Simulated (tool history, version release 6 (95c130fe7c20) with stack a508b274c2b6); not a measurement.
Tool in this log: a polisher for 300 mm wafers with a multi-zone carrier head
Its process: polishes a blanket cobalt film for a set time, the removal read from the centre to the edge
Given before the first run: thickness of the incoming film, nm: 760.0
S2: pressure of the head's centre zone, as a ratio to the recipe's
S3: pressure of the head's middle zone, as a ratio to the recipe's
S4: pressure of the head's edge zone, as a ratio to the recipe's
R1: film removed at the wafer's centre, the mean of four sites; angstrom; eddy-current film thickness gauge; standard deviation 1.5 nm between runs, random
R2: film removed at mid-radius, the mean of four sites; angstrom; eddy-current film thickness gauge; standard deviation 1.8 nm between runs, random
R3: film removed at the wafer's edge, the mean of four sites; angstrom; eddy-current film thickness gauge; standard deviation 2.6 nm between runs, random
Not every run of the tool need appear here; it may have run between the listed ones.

run 1 hour=0.0 | flow_of_slurry_(ml/min)=285 S2=1.00 S3=1.00 S4=1.00 polishing_time_(s)=40 | R1=1360.9 R2=1341.1 R3=1369.0
run 2 hour=4.8 | flow_of_slurry_(ml/min)=285 S2=1.04 S3=1.00 S4=1.00 polishing_time_(s)=40 | R1=1388.1 R2=1329.1 R3=1331.9
run 3 hour=13.3 | flow_of_slurry_(ml/min)=285 S2=1.04 S3=1.07 S4=1.00 polishing_time_(s)=40 | R1=1368.2 R2=1395.5 R3=1359.1
run 4 hour=15.5 | flow_of_slurry_(ml/min)=295 S2=1.05 S3=1.09 S4=1.03 polishing_time_(s)=43 | R1=1518.9 R2=1534.5 R3=1535.9
run 5 hour=23.7 | flow_of_slurry_(ml/min)=295 S2=1.05 S3=1.09 S4=1.03 polishing_time_(s)=49 | R1=1697.7 R2=1734.6 R3=1668.7
run 6 hour=31.5 | flow_of_slurry_(ml/min)=330 S2=1.05 S3=1.09 S4=1.03 polishing_time_(s)=49 | R1=1739.1 R2=1747.2 R3=1696.9
run 7 hour=32.5 | flow_of_slurry_(ml/min)=330 S2=1.06 S3=1.11 S4=1.05 polishing_time_(s)=50 | R1=1808.1 R2=1817.6 R3=1726.8
run 8 hour=38.3 | flow_of_slurry_(ml/min)=315 S2=1.06 S3=1.12 S4=1.08 polishing_time_(s)=51 | R1=1835.3 R2=1828.6 R3=1850.0
run 9 hour=40.8 | flow_of_slurry_(ml/min)=325 S2=1.06 S3=1.14 S4=1.09 polishing_time_(s)=52 | R1=1868.0 R2=1903.2 R3=1847.9

Run 10 is up next; what results do you expect?
run 10 hour=45.4 | flow_of_slurry_(ml/min)=325 S2=1.06 S3=1.15 S4=1.11 polishing_time_(s)=53 | R1=? R2=? R3=?

Run 10 measured R1 1899.4 angstrom, R2 1951.5 angstrom, R3 1927.8 angstrom.

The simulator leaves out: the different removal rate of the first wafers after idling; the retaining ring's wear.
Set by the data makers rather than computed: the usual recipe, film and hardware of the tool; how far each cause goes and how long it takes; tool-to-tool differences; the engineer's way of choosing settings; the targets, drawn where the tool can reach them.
